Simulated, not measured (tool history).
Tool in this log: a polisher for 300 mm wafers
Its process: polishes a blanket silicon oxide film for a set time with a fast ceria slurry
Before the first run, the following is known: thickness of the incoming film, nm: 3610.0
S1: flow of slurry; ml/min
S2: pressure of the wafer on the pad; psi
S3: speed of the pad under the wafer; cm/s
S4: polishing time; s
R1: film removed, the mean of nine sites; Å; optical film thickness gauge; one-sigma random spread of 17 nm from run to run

{"run": 1, "day": 0.0, "S1": 225, "S2": 2.1, "S3": 128, "S4": 51, "R1": 6952.7}
{"run": 2, "day": 0.129, "S1": 225, "S2": 2.4, "S3": 132, "S4": 51, "R1": 7950.1}
{"run": 3, "day": 0.25, "S1": 225, "S2": 2.6, "S3": 140, "S4": 51, "R1": 9125.1}
{"run": 4, "day": 0.479, "S1": 190, "S2": 2.6, "S3": 140, "S4": 51, "R1": 8943.5}
{"run": 5, "day": 0.817, "S1": 195, "S2": 2.8, "S3": 144, "S4": 51, "R1": 9768.2}
{"run": 6, "day": 1.192, "S1": 195, "S2": 2.8, "S3": 130, "S4": 51, "R1": 9251.4}
{"run": 7, "day": 1.229, "S1": 200, "S2": 2.9, "S3": 138, "S4": 51, "R1": 9830.1}
{"run": 8, "day": 1.604, "S1": 200, "S2": 3, "S3": 146, "S4": 51, "R1": 10583}

Forecast run 9:
{"run": 9, "day": 1.75, "S1": 200, "S2": 3.1, "S3": 154, "S4": 51, "R1": "?"}

{"run 9": {"R1": 11673}}
